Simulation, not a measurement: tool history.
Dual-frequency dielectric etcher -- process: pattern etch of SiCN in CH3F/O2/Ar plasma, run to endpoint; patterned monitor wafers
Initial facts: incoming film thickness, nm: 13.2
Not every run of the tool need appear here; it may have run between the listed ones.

run	day	source power (W)	bias power (W)	endpoint time (s)
1	0	450	75	33.341
2	0.208	460	76	33.051
3	0.383	500	76	32.153
4	0.692	510	77	32.057
5	0.9	440	77	33.273
6	1.225	460	78	32.56
7	1.304	470	79	32.662
8	1.442	470	79	32.462

Run 9 comes next. What will it give?
9	1.629	480	80	?

endpoint time (s): 32.204

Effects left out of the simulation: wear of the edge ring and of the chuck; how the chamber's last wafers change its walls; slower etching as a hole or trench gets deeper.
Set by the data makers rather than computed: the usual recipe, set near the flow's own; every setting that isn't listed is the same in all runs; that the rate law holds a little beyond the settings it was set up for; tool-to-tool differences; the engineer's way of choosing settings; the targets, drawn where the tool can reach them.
